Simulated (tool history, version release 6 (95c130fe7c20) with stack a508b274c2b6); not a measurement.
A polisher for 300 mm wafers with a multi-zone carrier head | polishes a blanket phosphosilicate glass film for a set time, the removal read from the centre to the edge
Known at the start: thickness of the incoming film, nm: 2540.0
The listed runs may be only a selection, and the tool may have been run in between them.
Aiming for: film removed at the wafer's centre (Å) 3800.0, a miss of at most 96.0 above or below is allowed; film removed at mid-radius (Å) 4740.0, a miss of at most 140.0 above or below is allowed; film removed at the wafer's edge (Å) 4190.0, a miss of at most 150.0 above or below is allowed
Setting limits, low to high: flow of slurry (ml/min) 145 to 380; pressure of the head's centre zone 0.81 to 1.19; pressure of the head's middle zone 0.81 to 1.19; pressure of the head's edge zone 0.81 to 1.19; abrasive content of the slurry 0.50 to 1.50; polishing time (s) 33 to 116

run   hour  flow of slurry (ml/min)  pressure of the head's centre zone  pressure of the head's middle zone  pressure of the head's edge zone  abrasive content of the slurry  polishing time (s)  film removed at the wafer's centre (Å)  film removed at mid-radius (Å)  film removed at the wafer's edge (Å)
  1    0.0                      245                                1.00                                1.00                              1.00                            1.00                  74                                  6347.7                          6299.4                                6359.6
  2    1.6                      245                                1.00                                1.00                              1.06                            1.00                  74                                  6409.6                          6256.9                                6573.0
  3    8.2                      240                                0.97                                1.01                              1.01                            0.90                  72                                  5820.5                          5956.2                                5921.7
  4   14.4                      230                                0.93                                1.02                              1.00                            0.80                  70                                  5085.1                          5580.9                                5443.0
  5   19.6                      230                                0.93                                1.02                              1.04                            0.80                  70                                  5181.9                          5511.1                                5573.3
  6   23.1                      225                                0.91                                1.01                              1.00                            0.75                  70                                  4909.4                          5366.8                                5364.5
  7   31.6                      220                                0.90                                1.02                              0.97                            0.70                  69                                  4601.4                          5220.3                                5059.6
  8   37.6                      220                                0.89                                1.02                              0.94                            0.65                  69                                  4450.5                          4983.4                                4922.5
  9   40.1                      210                                0.86                                1.12                              0.84                            0.50                  64                                  3586.2                          4473.8                                3851.9
 10   46.9                      225                                0.86                                1.12                              0.86                            0.50                  64                                  3675.7                          4546.6                                3885.3
 11   54.3                      230                                0.86                                1.12                              0.88                            0.50                  64                                  3647.9                          4482.7                                3928.2
 12   58.0                      230                                0.86                                1.12                              0.89                            0.50                  64                                  3697.7                          4610.7                                3888.8
 13   65.8                      230                                0.86                                1.11                              0.90                            0.50                  64                                  3647.1                          4471.7                                3975.0
 14   73.4                      235                                0.86                                1.11                              0.91                            0.50                  64                                  3632.4                          4529.0                                3936.5
 15   76.8                      230                                0.86                                1.11                              0.92                            0.50                  64                                  3633.1                          4502.4                                3937.0
 16   78.0                      230                                0.86                                1.11                              0.92                            0.50                  64                                  3627.3                          4472.0                                3967.0
 17   82.5                      235                                0.86                                1.11                              0.93                            0.50                  64                                  3674.4                          4563.9                                3986.4
 18   86.7                      240                                0.86                                1.11                              0.94                            0.50                  64                                  3643.4                          4497.1                                4062.2
 19   95.6                      240                                0.86                                1.11                              0.94                            0.50                  64                                  3635.3                          4486.4                                4041.2
 20   96.3                      240                                0.86                                1.12                              0.95                            0.50                  64                                  3703.4                          4525.9                                4075.6
 21   98.5                      240                                0.86                                1.12                              0.95                            0.50                  64                                  3630.4                          4603.1                                4084.9
 22  100.8                      245                                0.87                                1.12                              0.96                            0.50                  64                                  3679.5                          4573.0                                4076.0
 23  105.8                      250                                0.87                                1.12                              0.97                            0.50                  64                                  3716.7                          4578.9                                4071.7

Exactly one of the 5 candidate moves below puts every result within its allowed miss. Which one?
  A  110.8                      295                                0.82                                1.12                              0.97                            0.50                  63                                       ?                               ?                                     ?
  B  110.8                      255                                0.87                                1.13                              0.98                            0.50                  65                                       ?                               ?                                     ?
  C  110.8                      275                                0.89                                1.19                              1.00                            0.50                  60                                       ?                               ?                                     ?
  D  110.8                      240                                0.87                                1.05                              1.00                            0.50                  65                                       ?                               ?                                     ?
  E  110.8                      185                                0.99                                1.19                              0.96                            0.55                  60                                       ?                               ?                                     ?

move  film removed at the wafer's centre (Å)  film removed at mid-radius (Å)  film removed at the wafer's edge (Å)
   A                                  3517.3                          4645.6                                4066.2
   B                                  3752.2                          4751.7                                4160.9
   C                                  3567.9                          4625.6                                3894.4
   D                                  3719.4                          4429.3                                4175.9
   E                                  3839.0                          4559.8                                3830.5
A: puts the biggest miss on target and leaves a different result outside tolerance
B: every result within its allowed miss
C: puts the biggest miss on target and leaves a different result outside tolerance
D: moves away from the targets compared with the last run
E: moves away from the targets compared with the last run
Move B is the one to make.
